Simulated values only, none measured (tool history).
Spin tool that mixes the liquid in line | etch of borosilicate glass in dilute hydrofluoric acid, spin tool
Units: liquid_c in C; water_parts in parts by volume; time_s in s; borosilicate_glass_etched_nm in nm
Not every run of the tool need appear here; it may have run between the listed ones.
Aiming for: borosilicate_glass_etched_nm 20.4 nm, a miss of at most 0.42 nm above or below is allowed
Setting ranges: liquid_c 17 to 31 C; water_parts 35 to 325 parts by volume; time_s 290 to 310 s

| run | hour | liquid_c | water_parts | time_s | borosilicate_glass_etched_nm |
|---|---|---|---|---|---|
| 1 | 0 | 23 | 180 | 290 | 28.43 |
| 2 | 6.7 | 23 | 180 | 290 | 28.289 |
| 3 | 9.1 | 22.5 | 180 | 290 | 27.644 |
| 4 | 13.1 | 22.5 | 125 | 290 | 42.224 |
| 5 | 21 | 22 | 135 | 290 | 37.911 |
| 6 | 21.6 | 22 | 135 | 290 | 38.373 |
| 7 | 24 | 21.5 | 140 | 290 | 35.72 |
| 8 | 31 | 21 | 145 | 290 | 33.899 |
| 9 | 36.5 | 20.5 | 150 | 290 | 31.877 |
|  | 41 | hydrofluoric acid flow meter replaced |
| 10 | 41 | 20 | 155 | 290 | 26.952 |
| 11 | 42.4 | 19.5 | 155 | 290 | 26.823 |
| 12 | 48.8 | 19 | 155 | 290 | 26.164 |
| 13 | 54.9 | 18 | 165 | 290 | 23.24 |
| 14 | 63.6 | 17.5 | 170 | 290 | 22.038 |
| 15 | 69.7 | 17 | 175 | 290 | 21.014 |

Exactly one of the 4 candidate moves below puts every result within its allowed miss. Which one?
| A | 75.8 | 17 | 165 | 290 | ? |
| B | 75.8 | 22 | 200 | 295 | ? |
| C | 75.8 | 23 | 205 | 290 | ? |
| D | 75.8 | 17 | 190 | 310 | ? |

| move | borosilicate_glass_etched_nm |
|---|---|
| A | 22.288 |
| B | 21.983 |
| C | 21.776 |
| D | 20.211 |
A: further off than the last run
B: further off than the last run
C: further off than the last run
D: meets every target
Go with D: it meets all targets.
